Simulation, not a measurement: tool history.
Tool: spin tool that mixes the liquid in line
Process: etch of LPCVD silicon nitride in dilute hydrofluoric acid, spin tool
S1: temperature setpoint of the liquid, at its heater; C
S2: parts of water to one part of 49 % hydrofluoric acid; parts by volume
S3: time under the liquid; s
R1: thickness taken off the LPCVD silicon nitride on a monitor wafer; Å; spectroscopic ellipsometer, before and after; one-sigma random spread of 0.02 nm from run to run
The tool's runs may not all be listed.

Run 1, day 0: S1 22 C, S2 95 parts by volume, S3 325 s. Result: R1 15.292 Å.
Run 2, day 0.071: S1 20.5 C, S2 110 parts by volume, S3 325 s. Result: R1 11.45 Å.
Run 3, day 0.212: S1 19.5 C, S2 120 parts by volume, S3 325 s. Result: R1 10.447 Å.
Run 4, day 0.408: S1 18.5 C, S2 130 parts by volume, S3 325 s. Result: R1 8.6933 Å.
Run 5, day 0.438: S1 18.5 C, S2 100 parts by volume, S3 325 s. Result: R1 11.011 Å.
Run 6, day 0.621: S1 18 C, S2 115 parts by volume, S3 325 s. Result: R1 9.197 Å.

Run 7, settings as shown, results not yet in. Your forecast:
At day 0.758: thermometer replaced.
Run 7, day 0.758: S1 17.5 C, S2 125 parts by volume, S3 325 s. Result: R1 ?.

{"run 7": {"R1": 7.8846}}

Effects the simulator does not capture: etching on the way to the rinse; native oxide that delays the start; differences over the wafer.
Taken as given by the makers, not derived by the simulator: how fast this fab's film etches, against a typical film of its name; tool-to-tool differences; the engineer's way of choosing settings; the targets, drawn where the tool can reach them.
